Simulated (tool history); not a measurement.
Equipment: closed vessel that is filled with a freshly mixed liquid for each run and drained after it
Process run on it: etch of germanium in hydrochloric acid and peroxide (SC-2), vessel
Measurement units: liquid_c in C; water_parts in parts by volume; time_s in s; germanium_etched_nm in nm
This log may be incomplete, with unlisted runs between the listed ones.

run  hour  liquid_c  water_parts  time_s  germanium_etched_nm
  1     0        46         10.5      30               45.814
  2   4.4        46         10.5      30               46.679
  3   5.3      43.5         10.5      30               42.234
  4  10.8      43.5            9      30               43.143
  5  16.5      43.5         11.5      30               41.876
  6  20.7      48.5         11.5      30               49.325
  7  28.4      45.5         11.5      30               44.785
  8  37.5      43.5         11.5      30               41.955

What will run 9 give?
  9    46      35.5           12      30                    ?

{"run 9": {"germanium_etched_nm": 31.903}}
